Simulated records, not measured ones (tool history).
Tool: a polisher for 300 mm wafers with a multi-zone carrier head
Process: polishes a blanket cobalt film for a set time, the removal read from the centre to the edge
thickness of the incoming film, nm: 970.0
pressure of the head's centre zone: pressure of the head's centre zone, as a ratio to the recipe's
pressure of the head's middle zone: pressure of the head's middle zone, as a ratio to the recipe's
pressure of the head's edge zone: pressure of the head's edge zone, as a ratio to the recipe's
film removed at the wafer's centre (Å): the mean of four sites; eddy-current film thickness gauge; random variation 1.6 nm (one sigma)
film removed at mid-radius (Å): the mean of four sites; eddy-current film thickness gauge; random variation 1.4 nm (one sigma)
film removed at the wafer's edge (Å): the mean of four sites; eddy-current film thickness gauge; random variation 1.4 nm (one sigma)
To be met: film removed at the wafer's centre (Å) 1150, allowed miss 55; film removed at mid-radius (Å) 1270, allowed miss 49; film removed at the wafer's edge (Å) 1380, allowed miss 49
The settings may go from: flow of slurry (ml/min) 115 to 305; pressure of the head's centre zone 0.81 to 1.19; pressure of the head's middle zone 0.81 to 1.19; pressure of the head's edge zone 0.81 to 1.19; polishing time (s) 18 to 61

| run | hour | flow of slurry (ml/min) | pressure of the head's centre zone | pressure of the head's middle zone | pressure of the head's edge zone | polishing time (s) | film removed at the wafer's centre (Å) | film removed at mid-radius (Å) | film removed at the wafer's edge (Å) |
|---|---|---|---|---|---|---|---|---|---|
| 1 | 0 | 195 | 1 | 1 | 1 | 39 | 989.63 | 1064.7 | 1054 |
| 2 | 8.3 | 200 | 1 | 1 | 1.02 | 40 | 992.64 | 1084.1 | 1120 |
| 3 | 12.4 | 205 | 1.01 | 1.01 | 1.03 | 40 | 1020 | 1115.7 | 1100.6 |
| 4 | 20.6 | 170 | 1.01 | 1.01 | 1.03 | 40 | 987.55 | 1076.4 | 1084.7 |
| 5 | 23.9 | 175 | 1.01 | 1.01 | 1.05 | 41 | 1007.5 | 1114 | 1140.1 |
| 6 | 32 | 175 | 0.92 | 1.01 | 1.05 | 41 | 931.03 | 1112 | 1136.2 |
| 7 | 38.5 | 180 | 0.93 | 1.01 | 1.06 | 41 | 919.87 | 1135.8 | 1155.6 |
| 8 | 40 | 185 | 0.95 | 1.01 | 1.07 | 41 | 965.01 | 1133.6 | 1157.6 |
|  | 48.3 | centre zone pressure recalibrated |
| 9 | 48.3 | 225 | 0.96 | 0.99 | 1.17 | 46 | 1270.5 | 1265.3 | 1382.8 |
| 10 | 51.1 | 220 | 0.95 | 0.99 | 1.17 | 46 | 1271.9 | 1286.2 | 1360.3 |

Which of these 5 next moves meets every target?
| A | 53.9 | 145 | 0.85 | 1.01 | 1.16 | 45 | ? | ? | ? |
| B | 53.9 | 205 | 0.84 | 1.01 | 1.15 | 45 | ? | ? | ? |
| C | 53.9 | 135 | 0.91 | 1.03 | 1.19 | 49 | ? | ? | ? |
| D | 53.9 | 270 | 1.04 | 1.08 | 1.12 | 42 | ? | ? | ? |
| E | 53.9 | 265 | 1.14 | 1 | 1.16 | 44 | ? | ? | ? |

| move | film removed at the wafer's centre (Å) | film removed at mid-radius (Å) | film removed at the wafer's edge (Å) |
|---|---|---|---|
| A | 992.17 | 1166.8 | 1267.9 |
| B | 1055.6 | 1245.9 | 1324 |
| C | 1134.9 | 1269.1 | 1381.6 |
| D | 1272.9 | 1275.1 | 1251.6 |
| E | 1458.4 | 1247.9 | 1334.3 |
A: takes the result that was furthest off past its target
B: takes the result that was furthest off past its target
C: meets every target
D: further off than the last run
E: further off than the last run
The right move is C.
